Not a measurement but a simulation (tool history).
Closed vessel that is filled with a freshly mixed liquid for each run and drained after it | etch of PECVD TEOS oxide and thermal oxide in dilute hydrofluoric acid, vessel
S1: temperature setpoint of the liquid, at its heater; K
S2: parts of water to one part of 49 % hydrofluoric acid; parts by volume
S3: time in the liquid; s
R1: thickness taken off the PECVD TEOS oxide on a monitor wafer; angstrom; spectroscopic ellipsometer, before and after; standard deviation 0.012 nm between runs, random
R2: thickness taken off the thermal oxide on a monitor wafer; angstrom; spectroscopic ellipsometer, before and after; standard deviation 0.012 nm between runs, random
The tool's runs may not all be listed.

Run 1, hour 0: S1 298.15 K, S2 220 parts by volume, S3 110 s. Result: R1 64.738 angstrom, R2 19.511 angstrom.
Run 2, hour 4.6: S1 301.15 K, S2 220 parts by volume, S3 110 s. Result: R1 72.12 angstrom, R2 21.196 angstrom.
Run 3, hour 10.9: S1 299.65 K, S2 240 parts by volume, S3 110 s. Result: R1 61.229 angstrom, R2 17.939 angstrom.
Run 4, hour 11.9: S1 298.15 K, S2 250 parts by volume, S3 110 s. Result: R1 55.128 angstrom, R2 16.279 angstrom.
Run 5, hour 15: S1 300.15 K, S2 250 parts by volume, S3 110 s. Result: R1 59.302 angstrom, R2 17.622 angstrom.
Run 6, hour 16.1: S1 300.15 K, S2 285 parts by volume, S3 110 s. Result: R1 50.386 angstrom, R2 14.636 angstrom.
Run 7, hour 23.7: S1 298.15 K, S2 285 parts by volume, S3 110 s. Result: R1 46.696 angstrom, R2 13.924 angstrom.
Run 8, hour 32.5: S1 297.15 K, S2 290 parts by volume, S3 110 s. Result: R1 43.871 angstrom, R2 13.041 angstrom.
Run 9, hour 40: S1 296.15 K, S2 295 parts by volume, S3 110 s. Result: R1 41.509 angstrom, R2 12.372 angstrom.
Run 10, hour 48.4: S1 296.15 K, S2 295 parts by volume, S3 110 s. Result: R1 41.53 angstrom, R2 12.311 angstrom.
Run 11, hour 56.5: S1 295.15 K, S2 295 parts by volume, S3 110 s. Result: R1 40.171 angstrom, R2 11.623 angstrom.
Run 12, hour 60.1: S1 294.65 K, S2 295 parts by volume, S3 110 s. Result: R1 39.619 angstrom, R2 11.698 angstrom.
Run 13, hour 65.5: S1 293.65 K, S2 295 parts by volume, S3 110 s. Result: R1 38.076 angstrom, R2 11.573 angstrom.
Run 14, hour 73.6: S1 293.65 K, S2 300 parts by volume, S3 110 s. Result: R1 37.144 angstrom, R2 10.993 angstrom.

Run 15, settings as shown, results not yet in. Your forecast:
Run 15, hour 75.9: S1 293.15 K, S2 300 parts by volume, S3 110 s. Result: R1 ?, R2 ?.

{"run 15": {"R1": 36.776, "R2": 10.661}}
